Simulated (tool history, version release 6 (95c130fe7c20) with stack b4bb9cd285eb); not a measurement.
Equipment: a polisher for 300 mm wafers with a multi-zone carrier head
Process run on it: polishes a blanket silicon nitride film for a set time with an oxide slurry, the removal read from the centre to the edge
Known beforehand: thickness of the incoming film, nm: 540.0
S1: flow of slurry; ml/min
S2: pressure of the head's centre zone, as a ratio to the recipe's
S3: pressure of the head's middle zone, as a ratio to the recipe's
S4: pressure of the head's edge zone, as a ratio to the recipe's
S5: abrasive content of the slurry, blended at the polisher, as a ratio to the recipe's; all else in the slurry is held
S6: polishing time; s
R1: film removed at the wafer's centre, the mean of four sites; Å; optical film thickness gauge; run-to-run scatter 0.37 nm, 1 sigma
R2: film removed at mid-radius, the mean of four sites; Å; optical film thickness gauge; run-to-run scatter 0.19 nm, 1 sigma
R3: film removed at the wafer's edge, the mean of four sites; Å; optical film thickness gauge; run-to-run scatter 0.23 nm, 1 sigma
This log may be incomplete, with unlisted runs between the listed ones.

| run | hour | S1 | S2 | S3 | S4 | S5 | S6 | R1 | R2 | R3 |
|---|---|---|---|---|---|---|---|---|---|---|
| 1 | 0.0 | 250 | 1.00 | 1.00 | 1.00 | 1.00 | 36 | 327.58 | 325.87 | 323.88 |
| 2 | 5.0 | 250 | 1.00 | 1.08 | 1.00 | 1.00 | 36 | 327.79 | 347.51 | 322.31 |
| 3 | 13.4 | 250 | 1.00 | 1.08 | 1.08 | 1.00 | 36 | 317.53 | 351.53 | 334.96 |
| 4 | 17.3 | 250 | 1.00 | 1.08 | 1.17 | 1.00 | 36 | 322.98 | 342.79 | 342.11 |
| 5 | 20.1 | 205 | 1.00 | 1.08 | 1.17 | 1.00 | 36 | 316.71 | 338.87 | 331.95 |
| 6 | 22.4 | 190 | 1.02 | 1.08 | 1.12 | 0.85 | 36 | 299.37 | 319.82 | 307.16 |
| 7 | 25.5 | 180 | 1.05 | 1.07 | 1.07 | 0.75 | 36 | 288.57 | 289.73 | 285.29 |

Run 8 has not been measured yet. What should we expect?
| 8 | 28.3 | 175 | 1.07 | 1.09 | 1.02 | 0.70 | 36 | ? | ? | ? |

{"run 8": {"R1": 287.46, "R2": 283.83, "R3": 270.01}}
